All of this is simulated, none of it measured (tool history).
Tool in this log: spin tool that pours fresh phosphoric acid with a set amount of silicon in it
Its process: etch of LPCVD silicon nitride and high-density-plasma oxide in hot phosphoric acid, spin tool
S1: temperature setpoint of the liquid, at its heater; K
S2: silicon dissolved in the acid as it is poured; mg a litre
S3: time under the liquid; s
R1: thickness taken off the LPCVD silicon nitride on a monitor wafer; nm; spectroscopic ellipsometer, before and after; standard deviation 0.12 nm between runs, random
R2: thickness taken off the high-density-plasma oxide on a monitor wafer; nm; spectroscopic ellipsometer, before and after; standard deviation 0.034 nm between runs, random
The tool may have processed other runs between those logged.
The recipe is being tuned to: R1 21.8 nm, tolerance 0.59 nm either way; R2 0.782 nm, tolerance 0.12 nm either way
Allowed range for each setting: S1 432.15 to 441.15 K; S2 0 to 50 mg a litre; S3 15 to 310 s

run 1 day=0 | S1=437.15 S2=25 S3=160 | R1=13.614 R2=0.45729
run 2 day=0.367 | S1=437.15 S2=11.5 S3=160 | R1=13.724 R2=0.74961
run 3 day=0.608 | S1=437.15 S2=0 S3=160 | R1=13.653 R2=0.85262
run 4 day=0.692 | S1=437.15 S2=0 S3=95 | R1=8.0553 R2=0.52319
run 5 day=0.825 | S1=437.65 S2=7.5 S3=125 | R1=10.78 R2=0.61137
run 6 day=0.988 | S1=437.65 S2=16.5 S3=125 | R1=10.83 R2=0.51596
run 7 day=1.138 | S1=438.65 S2=22 S3=145 | R1=12.999 R2=0.53584
run 8 day=1.462 | S1=439.15 S2=24 S3=160 | R1=14.706 R2=0.5515

Pick the move, out of 5, that brings all results within their allowed miss; only one does.
run A day=1.788 | S1=438.15 S2=9 S3=115 | R1=? R2=?
run B day=1.788 | S1=441.15 S2=28.5 S3=225 | R1=? R2=?
run C day=1.788 | S1=439.15 S2=35.5 S3=240 | R1=? R2=?
run D day=1.788 | S1=441.15 S2=34.5 S3=290 | R1=? R2=?
run E day=1.788 | S1=440.15 S2=27 S3=110 | R1=? R2=?

move=A R1=10.198 R2=0.52734
move=B R1=22.02 R2=0.73876
move=C R1=21.998 R2=0.50177
move=D R1=28.382 R2=0.73659
move=E R1=10.419 R2=0.35505
A: further off than the last run
B: all results in spec
C: brings the last run's worst result on target, with another outside its allowed miss
D: moves the result that the last run missed by most past its target, out the other side
E: further off than the last run
Go with B: it meets all targets.
